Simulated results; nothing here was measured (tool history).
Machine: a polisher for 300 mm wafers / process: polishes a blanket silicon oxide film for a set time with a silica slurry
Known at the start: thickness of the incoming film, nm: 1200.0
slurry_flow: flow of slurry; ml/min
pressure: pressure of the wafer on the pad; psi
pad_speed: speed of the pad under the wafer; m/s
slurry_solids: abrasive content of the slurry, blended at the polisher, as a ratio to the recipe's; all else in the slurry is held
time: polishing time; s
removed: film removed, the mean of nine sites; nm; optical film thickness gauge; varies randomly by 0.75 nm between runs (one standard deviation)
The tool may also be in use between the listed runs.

| run | hour | slurry_flow | pressure | pad_speed | slurry_solids | time | removed |
|---|---|---|---|---|---|---|---|
| 1 | 0.0 | 145 | 3.1 | 0.96 | 1.0 | 57 | 110.180 |
| 2 | 2.0 | 140 | 2.8 | 0.96 | 1.0 | 57 | 97.258 |
| 3 | 7.7 | 135 | 2.7 | 0.96 | 1.0 | 57 | 93.306 |
| 4 | 12.8 | 155 | 2.7 | 0.96 | 1.0 | 57 | 96.832 |
| 5 | 14.4 | 145 | 2.6 | 0.96 | 1.0 | 57 | 92.282 |
| 6 | 16.0 | 135 | 2.5 | 0.96 | 1.0 | 57 | 87.359 |
| 7 | 18.5 | 105 | 2.2 | 0.96 | 1.0 | 57 | 73.041 |

Estimate the outcome of run 8 from the log above:
| 8 | 26.7 | 110 | 2.2 | 0.96 | 1.0 | 57 | ? |

Run 8 measured removed 73.462 nm.
